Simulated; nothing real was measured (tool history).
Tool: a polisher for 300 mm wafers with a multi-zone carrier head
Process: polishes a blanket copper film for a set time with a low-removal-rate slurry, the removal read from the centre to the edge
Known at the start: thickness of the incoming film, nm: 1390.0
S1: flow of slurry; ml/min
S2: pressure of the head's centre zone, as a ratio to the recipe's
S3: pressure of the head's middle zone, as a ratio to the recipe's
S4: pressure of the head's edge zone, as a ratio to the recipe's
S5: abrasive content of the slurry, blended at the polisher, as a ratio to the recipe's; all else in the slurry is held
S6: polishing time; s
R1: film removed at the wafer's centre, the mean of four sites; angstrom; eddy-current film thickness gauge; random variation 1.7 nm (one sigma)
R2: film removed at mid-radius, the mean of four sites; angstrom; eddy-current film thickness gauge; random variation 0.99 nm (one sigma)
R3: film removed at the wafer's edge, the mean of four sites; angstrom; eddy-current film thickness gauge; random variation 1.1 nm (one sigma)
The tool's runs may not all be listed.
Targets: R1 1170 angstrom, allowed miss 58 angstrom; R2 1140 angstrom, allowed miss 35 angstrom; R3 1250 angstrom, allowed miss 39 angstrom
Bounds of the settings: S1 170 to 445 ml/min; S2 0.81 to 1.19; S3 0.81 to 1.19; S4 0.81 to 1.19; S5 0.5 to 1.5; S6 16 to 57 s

run  hour   S1    S2    S3    S4    S5  S6      R1      R2      R3
  1     0  285     1     1     1     1  36  877.24  944.05  962.86
  2   4.5  290  1.03     1  1.05  1.15  37  935.69  1019.4  1038.3
  3   7.3  295  1.07  0.97  1.08  1.25  38  1053.9  1039.7  1116.2
  4  13.6  295  1.07  0.97  1.08   1.4  38  1081.8  1081.1  1144.9
  5  16.4  305  1.08  0.97  1.11  1.45  38  1068.3  1080.4  1174.1
  6  23.8  305  1.08  0.97  1.11   1.3  38  1073.9  1068.9  1156.5
  7  26.3  320   1.1  0.98  1.13   1.3  38  1087.3    1078  1168.9
  8  34.7  325  1.12  0.99  1.15  1.35  38  1140.5  1069.3    1187
  9    41  330  1.12     1  1.16   1.4  38  1112.5  1122.9  1186.1
 10  42.4  335  1.13  0.99  1.17  1.45  38  1111.2  1123.5  1201.7
 11  46.7  335  1.14  0.98  1.17  1.45  38  1143.8  1093.9  1211.9
 12  53.6  340  1.14  0.98  1.18  1.45  38  1148.9  1099.9  1204.5

Which of these 5 next moves meets every target?
  A  60.5  330  1.05  0.93  1.06   1.2  43   ?   ?   ?
  B  60.5  310  1.03  0.81  1.19   1.3  44   ?   ?   ?
  C  60.5  330  1.19  0.92  1.19   1.4  42   ?   ?   ?
  D  60.5  315  1.09  0.91  1.19   1.5  39   ?   ?   ?
  E  60.5  375  1.07  0.84  1.19  1.35  41   ?   ?   ?

move      R1      R2      R3
   A  1156.3  1132.1  1246.1
   B  1178.7  1050.9  1375.3
   C  1304.3  1136.2  1339.6
   D  1136.9  1059.5  1261.1
   E  1164.1  1032.3  1307.7
A: meets every target
B: takes the result that was furthest off past its target
C: takes the result that was furthest off past its target
D: brings the result that was furthest off to its target, and leaves another outside
E: takes the result that was furthest off past its target
Answer: A

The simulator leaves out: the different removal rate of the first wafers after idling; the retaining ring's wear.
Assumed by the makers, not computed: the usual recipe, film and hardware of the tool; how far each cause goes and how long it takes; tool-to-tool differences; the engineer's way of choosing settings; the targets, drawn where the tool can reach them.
